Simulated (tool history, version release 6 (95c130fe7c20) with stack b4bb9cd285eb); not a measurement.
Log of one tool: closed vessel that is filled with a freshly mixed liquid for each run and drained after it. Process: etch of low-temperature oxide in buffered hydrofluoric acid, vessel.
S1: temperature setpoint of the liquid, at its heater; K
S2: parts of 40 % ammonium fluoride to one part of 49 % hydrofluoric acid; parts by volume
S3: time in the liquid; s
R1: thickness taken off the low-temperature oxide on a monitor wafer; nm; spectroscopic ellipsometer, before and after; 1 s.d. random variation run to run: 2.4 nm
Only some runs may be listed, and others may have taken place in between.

{"run": 1, "hour": 0.0, "S1": 297.15, "S2": 10.5, "S3": 30, "R1": 116.61}
{"run": 2, "hour": 2.1, "S1": 299.15, "S2": 9.5, "S3": 30, "R1": 143.14}
{"run": 3, "hour": 4.7, "S1": 300.65, "S2": 9.0, "S3": 30, "R1": 159.67}
{"run": 4, "hour": 12.1, "S1": 300.65, "S2": 10.5, "S3": 30, "R1": 142.26}
{"run": 5, "hour": 20.8, "S1": 297.65, "S2": 10.5, "S3": 30, "R1": 120.64}
{"run": 6, "hour": 26.2, "S1": 297.65, "S2": 10.5, "S3": 30, "R1": 120.51}
{"run": 7, "hour": 32.9, "S1": 299.65, "S2": 9.5, "S3": 30, "R1": 146.58}

The next listed run, before its measurement:
{"run": 8, "hour": 38.8, "S1": 301.15, "S2": 8.5, "S3": 30, "R1": "?"}

{"run 8": {"R1": 176.01}}
